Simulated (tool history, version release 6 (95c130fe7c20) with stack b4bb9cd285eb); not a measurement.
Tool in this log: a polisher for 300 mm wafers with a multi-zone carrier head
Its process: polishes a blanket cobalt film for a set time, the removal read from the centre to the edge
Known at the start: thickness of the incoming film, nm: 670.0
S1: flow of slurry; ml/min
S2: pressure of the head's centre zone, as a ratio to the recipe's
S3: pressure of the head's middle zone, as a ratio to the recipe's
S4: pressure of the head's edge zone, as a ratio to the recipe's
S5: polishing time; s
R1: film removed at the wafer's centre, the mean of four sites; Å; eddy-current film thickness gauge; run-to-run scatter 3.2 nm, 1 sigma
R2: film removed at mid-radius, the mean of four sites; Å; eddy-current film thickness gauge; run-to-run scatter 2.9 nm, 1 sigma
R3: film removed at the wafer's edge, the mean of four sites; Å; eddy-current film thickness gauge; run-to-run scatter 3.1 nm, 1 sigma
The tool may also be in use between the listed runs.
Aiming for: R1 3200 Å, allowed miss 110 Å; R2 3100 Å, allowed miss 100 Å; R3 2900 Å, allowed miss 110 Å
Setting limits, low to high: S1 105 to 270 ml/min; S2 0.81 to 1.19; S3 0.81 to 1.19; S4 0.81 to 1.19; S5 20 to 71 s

{"run": 1, "hour": 0.0, "S1": 175, "S2": 1, "S3": 1, "S4": 1, "S5": 45, "R1": 2288.1, "R2": 2249.4, "R3": 2297.1}
{"run": 2, "hour": 4.9, "S1": 175, "S2": 1, "S3": 1, "S4": 1, "S5": 53, "R1": 2708.6, "R2": 2708.6, "R3": 2691.3}
{"run": 3, "hour": 5.7, "S1": 195, "S2": 1, "S3": 1, "S4": 1, "S5": 53, "R1": 2730.4, "R2": 2681.5, "R3": 2699.7}
{"run": 4, "hour": 7.4, "S1": 195, "S2": 1.03, "S3": 1.03, "S4": 1.01, "S5": 54, "R1": 2855.4, "R2": 2819, "R3": 2754.3}
{"run": 5, "hour": 9.0, "S1": 195, "S2": 1.05, "S3": 1.04, "S4": 1.02, "S5": 55, "R1": 2998.2, "R2": 2898.6, "R3": 2822.1}
{"run": 6, "hour": 16.9, "S1": 195, "S2": 1.06, "S3": 1.05, "S4": 1.02, "S5": 55, "R1": 3040.7, "R2": 2861.9, "R3": 2799.2}
{"run": 7, "hour": 20.2, "S1": 195, "S2": 1.06, "S3": 1.07, "S4": 1.02, "S5": 55, "R1": 2960.1, "R2": 2991.3, "R3": 2829.5}
{"run": 8, "hour": 24.1, "S1": 200, "S2": 1.07, "S3": 1.08, "S4": 1.02, "S5": 55, "R1": 3064.8, "R2": 2968.2, "R3": 2799.9}
{"run": 9, "hour": 29.7, "S1": 205, "S2": 1.07, "S3": 1.09, "S4": 1.03, "S5": 55, "R1": 3055, "R2": 2947.3, "R3": 2843.9}
{"run": 10, "hour": 33.9, "S1": 205, "S2": 1.08, "S3": 1.1, "S4": 1.03, "S5": 55, "R1": 3033.8, "R2": 2972.4, "R3": 2834.5}

5 candidate next runs follow, results not yet known. Just one meets every target within its allowed miss. Identify it.
{"run": "A", "hour": 38.1, "S1": 215, "S2": 1.1, "S3": 1.1, "S4": 1.06, "S5": 61, "R1": "?", "R2": "?", "R3": "?"}
{"run": "B", "hour": 38.1, "S1": 230, "S2": 1.04, "S3": 1.08, "S4": 1.18, "S5": 52, "R1": "?", "R2": "?", "R3": "?"}
{"run": "C", "hour": 38.1, "S1": 180, "S2": 1.02, "S3": 1.13, "S4": 1.08, "S5": 52, "R1": "?", "R2": "?", "R3": "?"}
{"run": "D", "hour": 38.1, "S1": 205, "S2": 1.15, "S3": 1.06, "S4": 0.94, "S5": 58, "R1": "?", "R2": "?", "R3": "?"}
{"run": "E", "hour": 38.1, "S1": 200, "S2": 1.08, "S3": 1.09, "S4": 0.98, "S5": 58, "R1": "?", "R2": "?", "R3": "?"}

move=A R1=3506.1 R2=3344.5 R3=3202.7
move=B R1=2844.9 R2=2833.3 R3=2878.7
move=C R1=2715.7 R2=2856 R3=2715.8
move=D R1=3467.2 R2=3083.6 R3=2886.8
move=E R1=3246.4 R2=3137.9 R3=2930.3
A: the result that was furthest off in the last run now lies on the other side of its target
B: misses by more than the last run did
C: misses by more than the last run did
D: the result that was furthest off in the last run now lies on the other side of its target
E: all results land within tolerance of their targets
Correct choice: E, which meets every target
